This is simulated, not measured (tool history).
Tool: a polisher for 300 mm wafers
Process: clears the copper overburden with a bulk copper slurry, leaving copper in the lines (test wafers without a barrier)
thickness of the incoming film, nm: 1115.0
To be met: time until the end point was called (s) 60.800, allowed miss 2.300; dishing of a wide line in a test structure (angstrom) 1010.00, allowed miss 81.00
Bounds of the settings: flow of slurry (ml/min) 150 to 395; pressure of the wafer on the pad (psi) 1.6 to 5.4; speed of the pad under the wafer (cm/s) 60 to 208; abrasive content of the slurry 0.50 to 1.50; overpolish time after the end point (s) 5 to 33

run	hour	flow of slurry (ml/min)	pressure of the wafer on the pad (psi)	speed of the pad under the wafer (cm/s)	abrasive content of the slurry	overpolish time after the end point (s)	time until the end point was called (s)	dishing of a wide line in a test structure (angstrom)
1	0.0	250	3.5	134	1.00	17	78.831	849.72
2	8.2	250	3.7	134	1.00	18	76.407	926.03
3	15.0	250	3.9	134	1.00	17	72.408	899.35
4	20.4	250	3.9	154	1.00	17	62.586	934.93
5	21.7	250	3.9	154	1.00	18	64.307	929.24
6	29.3	250	3.9	154	1.00	13	62.703	831.45
7	33.2	250	4.0	154	1.00	15	61.366	928.08
8	34.7	250	4.0	154	1.00	16	62.172	909.33

Which of these 5 next moves meets every target?
A	36.2	280	3.8	168	0.95	11	?	?
B	36.2	150	4.2	152	0.85	11	?	?
C	36.2	290	3.6	170	1.05	23	?	?
D	36.2	270	4.1	168	0.85	10	?	?
E	36.2	290	3.4	182	1.15	11	?	?

move	time until the end point was called (s)	dishing of a wide line in a test structure (angstrom)
A	59.786	824.14
B	65.162	800.44
C	60.316	993.69
D	57.601	809.01
E	58.000	825.97
A: further off than the last run
B: further off than the last run
C: meets every target
D: further off than the last run
E: further off than the last run
Answer: C
